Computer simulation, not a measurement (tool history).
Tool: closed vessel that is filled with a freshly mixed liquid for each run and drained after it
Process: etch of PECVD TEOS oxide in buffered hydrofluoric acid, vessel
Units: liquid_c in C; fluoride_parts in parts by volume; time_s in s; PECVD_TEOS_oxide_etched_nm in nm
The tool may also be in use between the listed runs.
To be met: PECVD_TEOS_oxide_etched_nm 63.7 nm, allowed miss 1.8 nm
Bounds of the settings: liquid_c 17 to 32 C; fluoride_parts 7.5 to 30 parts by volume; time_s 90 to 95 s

Run 1, hour 0: liquid_c 24 C, fluoride_parts 22 parts by volume, time_s 90 s. Result: PECVD_TEOS_oxide_etched_nm 45.703 nm.
Run 2, hour 8.7: liquid_c 24 C, fluoride_parts 20 parts by volume, time_s 90 s. Result: PECVD_TEOS_oxide_etched_nm 48.712 nm.
Run 3, hour 15.8: liquid_c 24 C, fluoride_parts 20 parts by volume, time_s 95 s. Result: PECVD_TEOS_oxide_etched_nm 51.236 nm.
Run 4, hour 23.1: liquid_c 24 C, fluoride_parts 17.5 parts by volume, time_s 95 s. Result: PECVD_TEOS_oxide_etched_nm 58.844 nm.
Run 5, hour 29.5: liquid_c 24.5 C, fluoride_parts 17.5 parts by volume, time_s 95 s. Result: PECVD_TEOS_oxide_etched_nm 60.087 nm.
Run 6, hour 30.7: liquid_c 24.5 C, fluoride_parts 13.5 parts by volume, time_s 95 s. Result: PECVD_TEOS_oxide_etched_nm 77.376 nm.
Run 7, hour 33.5: liquid_c 24 C, fluoride_parts 13.5 parts by volume, time_s 95 s. Result: PECVD_TEOS_oxide_etched_nm 75.572 nm.
Run 8, hour 39.6: liquid_c 23.5 C, fluoride_parts 13.5 parts by volume, time_s 95 s. Result: PECVD_TEOS_oxide_etched_nm 73.465 nm.
Run 9, hour 43.7: liquid_c 23 C, fluoride_parts 13.5 parts by volume, time_s 95 s. Result: PECVD_TEOS_oxide_etched_nm 72.195 nm.
Run 10, hour 46.3: liquid_c 22.5 C, fluoride_parts 13.5 parts by volume, time_s 95 s. Result: PECVD_TEOS_oxide_etched_nm 69.362 nm.
Run 11, hour 47.8: liquid_c 22 C, fluoride_parts 13.5 parts by volume, time_s 95 s. Result: PECVD_TEOS_oxide_etched_nm 67.741 nm.
Run 12, hour 51.8: liquid_c 21.5 C, fluoride_parts 13.5 parts by volume, time_s 95 s. Result: PECVD_TEOS_oxide_etched_nm 65.884 nm.

5 next moves are on the table. One of them brings every result within its allowed miss. Which?
Run A, hour 55.8: liquid_c 19 C, fluoride_parts 11.5 parts by volume, time_s 90 s. Result: PECVD_TEOS_oxide_etched_nm ?.
Run B, hour 55.8: liquid_c 22 C, fluoride_parts 13 parts by volume, time_s 90 s. Result: PECVD_TEOS_oxide_etched_nm ?.
Run C, hour 55.8: liquid_c 22 C, fluoride_parts 13.5 parts by volume, time_s 95 s. Result: PECVD_TEOS_oxide_etched_nm ?.
Run D, hour 55.8: liquid_c 22 C, fluoride_parts 12.5 parts by volume, time_s 90 s. Result: PECVD_TEOS_oxide_etched_nm ?.
Run E, hour 55.8: liquid_c 20.5 C, fluoride_parts 11.5 parts by volume, time_s 90 s. Result: PECVD_TEOS_oxide_etched_nm ?.

move  PECVD_TEOS_oxide_etched_nm
   A                      63.555
   B                      66.649
   C                      67.796
   D                      69.259
   E                      69.135
A: meets every target
B: further off than the last run
C: further off than the last run
D: further off than the last run
E: further off than the last run
Move A is the one to make.
